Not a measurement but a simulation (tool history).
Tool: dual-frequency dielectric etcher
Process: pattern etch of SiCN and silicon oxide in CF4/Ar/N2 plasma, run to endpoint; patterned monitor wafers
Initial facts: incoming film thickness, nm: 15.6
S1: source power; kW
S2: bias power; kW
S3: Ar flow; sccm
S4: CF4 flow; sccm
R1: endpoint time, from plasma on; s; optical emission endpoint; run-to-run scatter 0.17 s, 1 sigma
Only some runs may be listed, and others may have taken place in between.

{"run": 1, "hour": 0.0, "S1": 0.55, "S2": 0.079, "S3": 81, "S4": 45, "R1": 16.049}
{"run": 2, "hour": 5.7, "S1": 0.61, "S2": 0.079, "S3": 81, "S4": 45, "R1": 14.355}
{"run": 3, "hour": 8.9, "S1": 0.58, "S2": 0.077, "S3": 82, "S4": 45, "R1": 15.28}
{"run": 4, "hour": 14.7, "S1": 0.58, "S2": 0.077, "S3": 91, "S4": 45, "R1": 15.439}
{"run": 5, "hour": 17.3, "S1": 0.58, "S2": 0.088, "S3": 91, "S4": 45, "R1": 14.91}
{"run": 6, "hour": 26.2, "S1": 0.63, "S2": 0.088, "S3": 91, "S4": 45, "R1": 13.903}
{"run": 7, "hour": 28.8, "S1": 0.59, "S2": 0.085, "S3": 93, "S4": 44, "R1": 15.054}
{"run": 8, "hour": 36.8, "S1": 0.56, "S2": 0.082, "S3": 94, "S4": 43, "R1": 15.878}
{"run": 9, "hour": 41.3, "S1": 0.53, "S2": 0.079, "S3": 95, "S4": 42, "R1": 16.88}
{"run": 10, "hour": 46.4, "S1": 0.5, "S2": 0.077, "S3": 96, "S4": 41, "R1": 17.926}

What will run 11 give?
{"run": 11, "hour": 49.2, "S1": 0.48, "S2": 0.075, "S3": 97, "S4": 40, "R1": "?"}

{"run 11": {"R1": 18.913}}

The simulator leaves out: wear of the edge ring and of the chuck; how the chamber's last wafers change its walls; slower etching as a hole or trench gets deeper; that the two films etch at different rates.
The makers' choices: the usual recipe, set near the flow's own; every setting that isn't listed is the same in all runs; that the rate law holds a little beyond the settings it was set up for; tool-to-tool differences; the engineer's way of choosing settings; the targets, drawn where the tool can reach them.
